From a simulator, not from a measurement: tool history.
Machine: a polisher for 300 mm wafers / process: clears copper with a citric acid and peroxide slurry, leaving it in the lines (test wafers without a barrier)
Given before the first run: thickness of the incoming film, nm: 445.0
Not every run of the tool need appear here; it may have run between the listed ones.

| run | hour | flow of slurry (ml/min) | pressure of the wafer on the pad (kPa) | speed of the pad under the wafer (cm/s) | abrasive content of the slurry | overpolish time after the end point (s) | time until the end point was called (s) | dishing of a wide line in a test structure (angstrom) |
|---|---|---|---|---|---|---|---|---|
| 1 | 0.0 | 180 | 25.5 | 100 | 1.00 | 15 | 217.02 | 96.490 |
| 2 | 1.8 | 180 | 25.5 | 100 | 1.00 | 10 | 215.98 | 81.853 |
| 3 | 3.4 | 180 | 28.3 | 100 | 1.00 | 11 | 192.99 | 92.262 |
| 4 | 9.0 | 180 | 28.3 | 88 | 1.00 | 11 | 218.78 | 89.479 |
| 5 | 10.3 | 180 | 28.3 | 88 | 1.15 | 11 | 219.02 | 88.256 |
| 6 | 18.2 | 180 | 31.0 | 90 | 1.15 | 11 | 193.20 | 91.441 |
| 7 | 24.1 | 185 | 37.9 | 98 | 1.15 | 14 | 150.46 | 101.650 |
| 8 | 28.9 | 185 | 38.6 | 100 | 1.15 | 14 | 144.43 | 97.285 |
| 9 | 30.2 | 185 | 38.6 | 102 | 1.15 | 15 | 143.42 | 102.310 |

Run 10 is up next; what results do you expect?
| 10 | 34.8 | 185 | 38.6 | 104 | 1.15 | 15 | ? | ? |

time until the end point was called (s): 140.14
dishing of a wide line in a test structure (angstrom): 103.090
